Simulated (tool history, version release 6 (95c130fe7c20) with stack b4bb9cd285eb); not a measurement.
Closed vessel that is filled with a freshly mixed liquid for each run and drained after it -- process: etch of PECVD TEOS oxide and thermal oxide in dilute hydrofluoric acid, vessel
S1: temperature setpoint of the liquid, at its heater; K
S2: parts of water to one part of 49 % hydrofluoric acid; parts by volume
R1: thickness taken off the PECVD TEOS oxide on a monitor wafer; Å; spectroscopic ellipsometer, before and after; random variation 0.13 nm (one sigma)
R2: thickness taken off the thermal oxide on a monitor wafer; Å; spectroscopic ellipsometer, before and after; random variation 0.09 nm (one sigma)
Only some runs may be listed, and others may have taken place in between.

run 1 day=0.000 | S1=294.15 S2=155 time_in_the_liquid_(s)=180 | R1=141.45 R2=44.543
run 2 day=0.075 | S1=296.65 S2=140 time_in_the_liquid_(s)=180 | R1=175.87 R2=56.371
run 3 day=0.292 | S1=296.65 S2=140 time_in_the_liquid_(s)=135 | R1=132.12 R2=41.694
run 4 day=0.642 | S1=298.15 S2=115 time_in_the_liquid_(s)=135 | R1=175.98 R2=55.728
run 5 day=0.950 | S1=299.15 S2=100 time_in_the_liquid_(s)=135 | R1=216.40 R2=68.889
run 6 day=1.296 | S1=299.15 S2=70 time_in_the_liquid_(s)=135 | R1=322.21 R2=101.890

Forecast run 7:
run 7 day=1.650 | S1=298.15 S2=70 time_in_the_liquid_(s)=135 | R1=? R2=?

R1: 305.62 Å
R2: 98.314 Å
